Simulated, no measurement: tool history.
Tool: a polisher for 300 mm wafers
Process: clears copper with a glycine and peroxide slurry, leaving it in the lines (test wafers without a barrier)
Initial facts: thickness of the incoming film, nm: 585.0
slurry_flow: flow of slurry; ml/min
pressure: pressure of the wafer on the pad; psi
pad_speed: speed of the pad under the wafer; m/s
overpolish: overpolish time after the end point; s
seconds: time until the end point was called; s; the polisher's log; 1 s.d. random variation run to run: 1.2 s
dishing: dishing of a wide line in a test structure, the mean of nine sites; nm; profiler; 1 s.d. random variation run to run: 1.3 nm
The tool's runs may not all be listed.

run	hour	slurry_flow	pressure	pad_speed	overpolish	seconds	dishing
1	0	195	3.1	1.16	13	98.446	50.852
2	3.5	195	3.1	1.16	8	101.49	33.476
3	8	195	3.1	0.98	8	107.2	30.493
4	13.5	195	2.7	0.98	8	125	27.58
5	22.5	200	2.8	1.12	10	107.46	36.498
6	27.5	245	2.8	1.12	10	105.11	38.009
7	29.7	240	3	1.2	11	97.01	43.359

Estimate the outcome of run 8 from the log above:
8	31.4	240	3.1	1.28	12	?	?

seconds: 90.737 s
dishing: 49.344 nm

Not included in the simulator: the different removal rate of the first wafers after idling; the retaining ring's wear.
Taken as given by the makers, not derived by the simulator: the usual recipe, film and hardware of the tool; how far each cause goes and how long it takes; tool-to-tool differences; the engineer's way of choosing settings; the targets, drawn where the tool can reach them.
